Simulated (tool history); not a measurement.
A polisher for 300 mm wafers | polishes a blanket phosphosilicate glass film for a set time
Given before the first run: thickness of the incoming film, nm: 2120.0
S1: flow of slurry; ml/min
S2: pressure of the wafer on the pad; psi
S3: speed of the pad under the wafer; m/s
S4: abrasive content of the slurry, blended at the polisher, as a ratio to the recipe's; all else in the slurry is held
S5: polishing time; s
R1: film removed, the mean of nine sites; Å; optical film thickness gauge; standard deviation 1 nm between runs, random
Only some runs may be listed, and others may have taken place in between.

run,hour,S1,S2,S3,S4,S5,R1
1,0.0,280,2.4,0.96,1.0,22,1478.8
2,2.9,280,2.2,0.96,1.0,22,1342.5
3,7.9,280,2.0,0.96,1.0,22,1237.4
4,12.7,280,2.0,0.96,1.0,22,1245.0
5,20.6,220,2.0,0.96,1.0,22,1218.9
6,28.0,220,1.9,0.96,1.0,22,1143.8

Run 7 is up next; what results do you expect?
7,30.7,220,1.8,0.96,1.0,22,?

Run 7 yielded R1 1133.6 Å.
